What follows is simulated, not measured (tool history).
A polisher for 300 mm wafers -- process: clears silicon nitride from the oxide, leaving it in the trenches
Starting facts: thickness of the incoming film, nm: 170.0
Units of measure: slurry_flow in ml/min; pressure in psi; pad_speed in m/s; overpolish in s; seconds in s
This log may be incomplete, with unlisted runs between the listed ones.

run	day	slurry_flow	pressure	pad_speed	overpolish	seconds
1	0	270	3.4	1.14	9	141.98
2	0.2	270	3	1.14	9	164.46
3	0.321	270	2.8	1.14	9	169.37
4	0.692	270	2.5	1.14	9	189.11
5	0.821	270	2.5	1.14	9	186.89
6	0.842	300	2.5	1.14	9	184.29

Run 7 has not been measured yet. What should we expect?
7	1.054	295	2.3	1.14	9	?

{"run 7": {"seconds": 199.17}}
